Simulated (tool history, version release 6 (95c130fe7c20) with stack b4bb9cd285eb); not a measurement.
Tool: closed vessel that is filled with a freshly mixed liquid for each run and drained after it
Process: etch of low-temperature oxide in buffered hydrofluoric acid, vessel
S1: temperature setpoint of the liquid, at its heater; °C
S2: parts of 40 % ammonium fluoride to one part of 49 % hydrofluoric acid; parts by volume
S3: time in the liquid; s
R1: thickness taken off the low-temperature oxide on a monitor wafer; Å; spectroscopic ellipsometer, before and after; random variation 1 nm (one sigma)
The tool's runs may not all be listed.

| run | hour | S1 | S2 | S3 | R1 |
|---|---|---|---|---|---|
| 1 | 0.0 | 24.0 | 12 | 100 | 1800.6 |
| 2 | 2.7 | 25.0 | 12 | 100 | 1902.5 |
| 3 | 5.8 | 25.0 | 12 | 105 | 2008.1 |
| 4 | 11.3 | 28.0 | 12 | 105 | 2366.0 |
| 5 | 12.8 | 28.5 | 12 | 105 | 2429.8 |
| 6 | 22.1 | 28.5 | 10 | 105 | 2892.9 |

The next listed run, before its measurement:
| 7 | 26.0 | 28.0 | 10 | 105 | ? |

R1: 2796.6 Å
